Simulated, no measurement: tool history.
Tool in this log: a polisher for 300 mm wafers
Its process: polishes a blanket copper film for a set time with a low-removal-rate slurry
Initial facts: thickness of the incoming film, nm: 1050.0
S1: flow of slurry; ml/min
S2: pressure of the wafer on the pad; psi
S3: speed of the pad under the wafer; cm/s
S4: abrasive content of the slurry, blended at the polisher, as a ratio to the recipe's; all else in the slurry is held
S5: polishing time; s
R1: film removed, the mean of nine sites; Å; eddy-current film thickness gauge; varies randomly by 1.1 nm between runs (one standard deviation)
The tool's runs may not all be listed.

run,hour,S1,S2,S3,S4,S5,R1
1,0,225,2.7,88,1,50,1396.2
2,4.7,225,2.7,88,0.9,50,1375.6
3,6.8,225,2.6,88,0.9,50,1316.4
4,12.5,225,2.5,88,0.9,50,1266
5,19.5,225,2.4,88,0.9,50,1193.1
6,22.9,225,2.4,88,0.9,52,1258.5

The next listed run, before its measurement:
7,30.6,225,2.3,88,0.9,52,?

{"run 7": {"R1": 1192.4}}
